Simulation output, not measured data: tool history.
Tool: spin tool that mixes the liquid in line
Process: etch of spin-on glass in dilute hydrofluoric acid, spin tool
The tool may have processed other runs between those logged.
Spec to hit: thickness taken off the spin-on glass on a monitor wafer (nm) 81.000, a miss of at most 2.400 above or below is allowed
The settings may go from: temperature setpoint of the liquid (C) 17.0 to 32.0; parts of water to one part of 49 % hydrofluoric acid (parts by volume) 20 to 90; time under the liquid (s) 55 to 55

| run | hour | temperature setpoint of the liquid (C) | parts of water to one part of 49 % hydrofluoric acid (parts by volume) | time under the liquid (s) | thickness taken off the spin-on glass on a monitor wafer (nm) |
|---|---|---|---|---|---|
| 1 | 0.0 | 24.0 | 50 | 55 | 37.447 |
| 2 | 4.0 | 25.5 | 45 | 55 | 44.813 |
| 3 | 7.2 | 25.5 | 30 | 55 | 68.162 |
| 4 | 12.2 | 25.5 | 30 | 55 | 68.345 |
| 5 | 15.8 | 26.0 | 30 | 55 | 69.632 |
| 6 | 19.3 | 26.5 | 30 | 55 | 71.602 |
| 7 | 20.3 | 27.0 | 30 | 55 | 73.267 |
| 8 | 21.8 | 27.5 | 30 | 55 | 74.426 |
| 9 | 28.1 | 28.0 | 30 | 55 | 76.320 |
| 10 | 31.5 | 28.5 | 30 | 55 | 76.820 |

Pick the move, out of 4, that brings all results within their allowed miss; only one does.
| A | 34.9 | 32.0 | 35 | 55 | ? |
| B | 34.9 | 27.0 | 30 | 55 | ? |
| C | 34.9 | 27.5 | 30 | 55 | ? |
| D | 34.9 | 29.5 | 30 | 55 | ? |

| move | thickness taken off the spin-on glass on a monitor wafer (nm) |
|---|---|
| A | 76.483 |
| B | 73.599 |
| C | 75.118 |
| D | 81.451 |
A: further off than the last run
B: further off than the last run
C: further off than the last run
D: meets every target
Answer: D
